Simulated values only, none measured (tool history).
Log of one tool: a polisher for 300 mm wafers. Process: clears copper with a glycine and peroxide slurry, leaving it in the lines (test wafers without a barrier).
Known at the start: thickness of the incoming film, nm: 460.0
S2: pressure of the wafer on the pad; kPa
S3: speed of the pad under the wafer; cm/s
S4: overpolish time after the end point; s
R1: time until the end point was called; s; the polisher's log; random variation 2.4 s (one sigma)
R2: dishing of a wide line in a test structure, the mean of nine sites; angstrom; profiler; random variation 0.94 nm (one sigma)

Run 1, hour 0: flow of slurry (ml/min) 125, S2 22.8 kPa, S3 102 cm/s, S4 21 s. Result: R1 91.486 s, R2 749.58 angstrom.
Run 2, hour 5.2: flow of slurry (ml/min) 145, S2 22.8 kPa, S3 102 cm/s, S4 21 s. Result: R1 88.053 s, R2 787.77 angstrom.
Run 3, hour 11.8: flow of slurry (ml/min) 135, S2 20 kPa, S3 100 cm/s, S4 23 s. Result: R1 103.17 s, R2 751.78 angstrom.
Run 4, hour 15.2: flow of slurry (ml/min) 135, S2 20 kPa, S3 100 cm/s, S4 30 s. Result: R1 100.45 s, R2 915.89 angstrom.
Run 5, hour 19.2: flow of slurry (ml/min) 135, S2 23.4 kPa, S3 100 cm/s, S4 30 s. Result: R1 91.294 s, R2 1016.6 angstrom.
Run 6, hour 26.6: flow of slurry (ml/min) 130, S2 20 kPa, S3 98 cm/s, S4 30 s. Result: R1 105.19 s, R2 920.66 angstrom.

Forecast run 7:
Run 7, hour 33.5: flow of slurry (ml/min) 125, S2 17.2 kPa, S3 98 cm/s, S4 29 s. Result: R1 ?, R2 ?.

Run 7 gave R1 120.84 s, R2 772.32 angstrom.
